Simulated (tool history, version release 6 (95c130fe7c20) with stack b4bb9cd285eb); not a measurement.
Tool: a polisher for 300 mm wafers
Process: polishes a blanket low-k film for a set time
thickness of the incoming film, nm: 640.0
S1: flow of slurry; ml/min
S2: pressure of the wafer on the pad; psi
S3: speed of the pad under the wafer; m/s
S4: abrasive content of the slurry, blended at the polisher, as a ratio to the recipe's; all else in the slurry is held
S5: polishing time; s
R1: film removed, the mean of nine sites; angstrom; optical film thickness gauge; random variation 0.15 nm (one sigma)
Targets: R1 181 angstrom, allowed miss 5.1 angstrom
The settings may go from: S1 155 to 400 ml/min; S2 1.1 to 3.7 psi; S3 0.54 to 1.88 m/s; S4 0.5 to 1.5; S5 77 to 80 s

run	hour	S1	S2	S3	S4	S5	R1
1	0	255	2.4	1.2	1	77	331.7
2	6.5	315	2.4	1.2	1	77	331.95
3	12.5	315	2.4	1.2	0.8	77	301.1
4	19.4	315	2.1	1.2	0.8	77	256.5
5	24.5	260	2.1	1.2	0.8	77	258.02
6	25.4	260	2.1	1.48	0.8	77	294.38
7	33.5	260	1.8	1.48	0.8	77	252.77
8	40.7	260	1.6	1.48	0.8	77	225
9	42.2	250	1.1	1.48	0.8	77	157.27
10	48.5	255	1.2	1.48	0.8	77	171.7

5 next moves are on the table. One of them brings every result within its allowed miss. Which?
A	54.8	280	1.2	1.48	0.75	80	?
B	54.8	245	1.6	1.22	0.7	77	?
C	54.8	265	1.2	1.42	0.8	77	?
D	54.8	250	1.5	1.46	0.6	77	?
E	54.8	310	1.4	1.52	0.6	77	?

move	R1
A	169.05
B	178.12
C	164.42
D	167.88
E	164.11
A: further off than the last run
B: meets every target
C: further off than the last run
D: further off than the last run
E: further off than the last run
Move B is the one to make.
